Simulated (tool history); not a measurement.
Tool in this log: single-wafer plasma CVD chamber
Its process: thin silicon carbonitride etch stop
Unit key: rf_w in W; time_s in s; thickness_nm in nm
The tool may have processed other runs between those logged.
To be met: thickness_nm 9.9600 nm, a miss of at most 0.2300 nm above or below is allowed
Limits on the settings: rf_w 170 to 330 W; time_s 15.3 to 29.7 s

run  hour  rf_w  time_s  thickness_nm
  1   0.0   250    22.5       13.4940
  2   6.3   250    21.0       12.5700
  3  11.3   235    19.7       11.6660
  4  12.9   220    19.7       11.4150
  5  16.9   210    19.0       10.9280
  6  18.0   200    18.5       10.4240
  7  22.7   195    18.4       10.3460
  8  24.8   190    18.3       10.2250

Which of these 5 next moves meets every target?
  A  26.9   170    19.1             ?
  B  26.9   180    19.0             ?
  C  26.9   170    18.3             ?
  D  26.9   205    18.3             ?
  E  26.9   170    19.7             ?

move  thickness_nm
   A       10.4090
   B       10.5050
   C        9.9731
   D       10.4620
   E       10.7360
A: further off than the last run
B: further off than the last run
C: all results land within tolerance of their targets
D: further off than the last run
E: further off than the last run
The right move is C.

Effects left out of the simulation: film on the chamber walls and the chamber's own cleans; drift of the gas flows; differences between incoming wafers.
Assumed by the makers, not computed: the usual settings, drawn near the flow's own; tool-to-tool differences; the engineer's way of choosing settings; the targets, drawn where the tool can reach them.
